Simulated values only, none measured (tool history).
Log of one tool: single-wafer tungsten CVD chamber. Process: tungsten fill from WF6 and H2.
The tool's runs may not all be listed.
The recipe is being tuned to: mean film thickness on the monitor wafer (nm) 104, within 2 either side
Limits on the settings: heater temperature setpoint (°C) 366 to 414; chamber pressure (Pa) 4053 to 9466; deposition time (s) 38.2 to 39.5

| run | hour | heater temperature setpoint (°C) | chamber pressure (Pa) | deposition time (s) | mean film thickness on the monitor wafer (nm) |
|---|---|---|---|---|---|
| 1 | 0 | 390 | 6759 | 38.2 | 118.52 |
| 2 | 1.8 | 388 | 6746 | 38.2 | 113.37 |
| 3 | 5.7 | 387 | 6733 | 38.2 | 110.72 |
| 4 | 12.8 | 393 | 6733 | 38.2 | 126.67 |
| 5 | 13.4 | 393 | 7146 | 38.2 | 130.37 |
| 6 | 20.4 | 393 | 7146 | 39.5 | 135.51 |
| 7 | 25.8 | 389 | 7133 | 39.5 | 124.21 |
| 8 | 31.1 | 379 | 7079 | 39.5 | 98.095 |

4 candidate next runs follow, results not yet known. Just one meets every target within its allowed miss. Identify it.
| A | 36.4 | 379 | 7253 | 39.5 | ? |
| B | 36.4 | 382 | 6613 | 39.5 | ? |
| C | 36.4 | 381 | 6586 | 39.3 | ? |
| D | 36.4 | 391 | 5200 | 39.5 | ? |

| move | mean film thickness on the monitor wafer (nm) |
|---|---|
| A | 100.33 |
| B | 101.27 |
| C | 98.196 |
| D | 103.79 |
A: moves toward the targets from the last run without getting all of them in spec
B: moves toward the targets from the last run without getting all of them in spec
C: neither nearer nor further off than the last run
D: in spec on every target
So the answer is move D, the one that meets all the targets.
